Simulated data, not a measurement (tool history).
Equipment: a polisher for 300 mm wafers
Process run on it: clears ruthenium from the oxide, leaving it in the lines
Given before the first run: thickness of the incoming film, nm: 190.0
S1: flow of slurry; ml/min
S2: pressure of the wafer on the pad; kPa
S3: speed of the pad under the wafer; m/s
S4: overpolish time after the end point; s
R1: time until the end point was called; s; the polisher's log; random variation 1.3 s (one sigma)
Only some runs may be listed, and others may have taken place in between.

run 1 day=0.000 | S1=120 S2=19.3 S3=1.00 S4=9 | R1=128.930
run 2 day=0.354 | S1=95 S2=19.3 S3=1.00 S4=9 | R1=142.720
run 3 day=0.542 | S1=105 S2=21.4 S3=1.02 S4=9 | R1=115.700
run 4 day=0.608 | S1=115 S2=22.8 S3=1.02 S4=9 | R1=110.210
run 5 day=0.971 | S1=120 S2=24.1 S3=1.04 S4=9 | R1=101.350
run 6 day=1.212 | S1=120 S2=25.5 S3=1.04 S4=9 | R1=94.910
run 7 day=1.300 | S1=120 S2=26.2 S3=1.04 S4=9 | R1=97.415
run 8 day=1.388 | S1=125 S2=26.9 S3=1.06 S4=9 | R1=91.797
run 9 day=1.579 | S1=125 S2=27.6 S3=1.08 S4=9 | R1=84.896

Forecast run 10:
run 10 day=1.875 | S1=125 S2=28.3 S3=1.08 S4=9 | R1=?

Logged for run 10: R1 81.281 s.
